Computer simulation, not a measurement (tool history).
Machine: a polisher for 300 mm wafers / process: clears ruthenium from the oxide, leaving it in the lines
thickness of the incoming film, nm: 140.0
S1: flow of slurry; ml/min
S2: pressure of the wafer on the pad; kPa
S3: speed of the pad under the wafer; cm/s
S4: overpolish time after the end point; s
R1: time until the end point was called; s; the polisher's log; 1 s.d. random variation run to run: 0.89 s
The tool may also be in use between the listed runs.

run 1 hour=0.0 | S1=170 S2=15.2 S3=106 S4=5 | R1=109.01
run 2 hour=8.4 | S1=145 S2=15.2 S3=106 S4=5 | R1=111.78
run 3 hour=11.4 | S1=145 S2=15.2 S3=106 S4=5 | R1=110.55
run 4 hour=17.9 | S1=145 S2=15.2 S3=84 S4=5 | R1=129.67
run 5 hour=22.1 | S1=185 S2=15.2 S3=84 S4=5 | R1=123.80
run 6 hour=27.4 | S1=190 S2=16.5 S3=84 S4=5 | R1=114.69
run 7 hour=28.3 | S1=195 S2=17.9 S3=84 S4=5 | R1=107.14

Run 8 is up next; what results do you expect?
run 8 hour=30.9 | S1=200 S2=18.6 S3=84 S4=5 | R1=?

Run 8 gave R1 101.82 s.
